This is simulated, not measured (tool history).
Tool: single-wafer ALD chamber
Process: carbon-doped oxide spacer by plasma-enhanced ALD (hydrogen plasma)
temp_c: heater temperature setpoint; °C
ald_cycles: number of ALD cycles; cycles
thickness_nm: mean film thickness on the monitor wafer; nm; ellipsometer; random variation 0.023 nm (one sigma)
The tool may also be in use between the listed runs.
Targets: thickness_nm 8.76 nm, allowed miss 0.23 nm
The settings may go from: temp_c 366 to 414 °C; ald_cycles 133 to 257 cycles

run,hour,temp_c,ald_cycles,thickness_nm
1,0,390,195,9.8639
2,8.7,390,192,9.743
3,15.3,386,192,9.7121
4,18,386,190,9.6081
5,19.6,386,188,9.5616
6,27.4,386,186,9.3927
7,33.5,386,185,9.3533
8,40.3,386,184,9.2727

Which of these 4 next moves meets every target?
A,47.1,376,173,?
B,47.1,378,190,?
C,47.1,392,189,?
D,47.1,383,187,?

move,thickness_nm
A,8.7245
B,9.5818
C,9.5314
D,9.4306
A: meets every target
B: further off than the last run
C: further off than the last run
D: further off than the last run
Answer: A
